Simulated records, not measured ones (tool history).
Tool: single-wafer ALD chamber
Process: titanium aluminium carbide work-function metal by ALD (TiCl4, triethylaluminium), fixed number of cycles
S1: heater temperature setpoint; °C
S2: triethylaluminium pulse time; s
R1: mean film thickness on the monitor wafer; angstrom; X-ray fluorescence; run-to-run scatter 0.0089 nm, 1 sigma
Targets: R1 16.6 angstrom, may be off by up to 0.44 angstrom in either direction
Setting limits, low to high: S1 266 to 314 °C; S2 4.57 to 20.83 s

run,hour,S1,S2,R1
1,0,290,12.7,20.16
2,7.8,287,11.76,19.741
3,16.7,293,11.76,20.609
4,23.3,293,15.33,20.826
5,32.2,290,14.08,20.478
6,39.2,290,12.57,20.332
7,45.8,287,11.64,19.684
8,48.1,285,11.14,19.462
9,56.6,283,10.38,19.144
10,60.1,283,10.38,19.055
11,63.6,281,9.93,18.579
12,68.6,279,9.78,18.449
13,77.2,277,9.49,18.186
14,85.6,277,9.49,18.184
15,90.9,276,9.2,18.005
16,91.5,275,8.98,17.816
17,97.2,274,8.85,17.709
18,100.9,273,8.69,17.384
19,109,272,8.64,17.289
20,116.8,271,8.6,17.108
21,125.5,271,8.58,17.236

Which single option among these 5 for the next run brings every result within its allowed miss of target? Just one does.
A,134.2,286,8,?
B,134.2,291,7.31,?
C,134.2,287,7.53,?
D,134.2,266,8.8,?
E,134.2,273,9.23,?

move,R1
A,18.094
B,17.867
C,17.744
D,16.744
E,17.631
A: lands further from the targets than the last run did
B: lands further from the targets than the last run did
C: lands further from the targets than the last run did
D: hits every target within its allowed miss
E: lands further from the targets than the last run did
D is the move that brings every result within its allowed miss.

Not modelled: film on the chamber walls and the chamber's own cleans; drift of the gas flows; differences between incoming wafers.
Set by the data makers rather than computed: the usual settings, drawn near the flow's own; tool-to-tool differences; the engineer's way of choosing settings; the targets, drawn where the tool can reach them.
